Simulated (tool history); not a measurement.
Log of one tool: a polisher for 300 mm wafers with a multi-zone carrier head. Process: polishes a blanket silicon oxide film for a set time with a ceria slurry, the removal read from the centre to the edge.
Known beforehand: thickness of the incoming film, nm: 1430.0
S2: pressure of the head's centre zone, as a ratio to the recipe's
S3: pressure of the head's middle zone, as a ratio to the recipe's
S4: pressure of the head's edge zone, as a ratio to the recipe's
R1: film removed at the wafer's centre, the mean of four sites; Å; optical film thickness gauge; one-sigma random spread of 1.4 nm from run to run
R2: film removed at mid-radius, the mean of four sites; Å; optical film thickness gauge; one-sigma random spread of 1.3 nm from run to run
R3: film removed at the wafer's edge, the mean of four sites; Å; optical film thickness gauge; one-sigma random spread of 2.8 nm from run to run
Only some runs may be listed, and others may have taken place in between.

run 1 hour=0.0 | flow_of_slurry_(ml/min)=125 S2=1.00 S3=1.00 S4=1.00 polishing_time_(s)=39 | R1=1559.8 R2=1561.5 R3=1556.8
run 2 hour=8.7 | flow_of_slurry_(ml/min)=125 S2=1.00 S3=1.00 S4=0.94 polishing_time_(s)=39 | R1=1544.3 R2=1577.9 R3=1493.4
run 3 hour=16.4 | flow_of_slurry_(ml/min)=140 S2=1.00 S3=1.00 S4=0.94 polishing_time_(s)=39 | R1=1568.7 R2=1611.5 R3=1550.7
run 4 hour=22.8 | flow_of_slurry_(ml/min)=140 S2=1.00 S3=1.00 S4=0.94 polishing_time_(s)=31 | R1=1235.1 R2=1273.6 R3=1220.2
run 5 hour=30.2 | flow_of_slurry_(ml/min)=160 S2=1.00 S3=1.00 S4=0.94 polishing_time_(s)=31 | R1=1302.2 R2=1311.6 R3=1259.6
run 6 hour=33.1 | flow_of_slurry_(ml/min)=160 S2=1.00 S3=1.00 S4=0.94 polishing_time_(s)=41 | R1=1730.6 R2=1744.7 R3=1640.4
run 7 hour=39.1 | flow_of_slurry_(ml/min)=155 S2=0.99 S3=0.99 S4=1.02 polishing_time_(s)=43 | R1=1787.6 R2=1771.3 R3=1759.0
run 8 hour=46.1 | flow_of_slurry_(ml/min)=145 S2=0.98 S3=0.98 S4=1.07 polishing_time_(s)=46 | R1=1839.9 R2=1896.2 R3=1927.4
run 9 hour=50.9 | flow_of_slurry_(ml/min)=150 S2=0.98 S3=0.96 S4=1.11 polishing_time_(s)=47 | R1=1897.5 R2=1893.6 R3=1996.4
run 10 hour=51.7 | flow_of_slurry_(ml/min)=155 S2=0.98 S3=0.95 S4=1.14 polishing_time_(s)=48 | R1=1955.5 R2=1945.1 R3=2093.7
run 11 hour=52.8 | flow_of_slurry_(ml/min)=160 S2=0.98 S3=0.94 S4=1.16 polishing_time_(s)=49 | R1=1998.8 R2=1974.5 R3=2170.1

Run 12 is up next; what results do you expect?
run 12 hour=60.7 | flow_of_slurry_(ml/min)=165 S2=0.98 S3=0.93 S4=1.17 polishing_time_(s)=49 | R1=? R2=? R3=?

Logged for run 12: R1 2020.8 Å, R2 1948.4 Å, R3 2197.4 Å.

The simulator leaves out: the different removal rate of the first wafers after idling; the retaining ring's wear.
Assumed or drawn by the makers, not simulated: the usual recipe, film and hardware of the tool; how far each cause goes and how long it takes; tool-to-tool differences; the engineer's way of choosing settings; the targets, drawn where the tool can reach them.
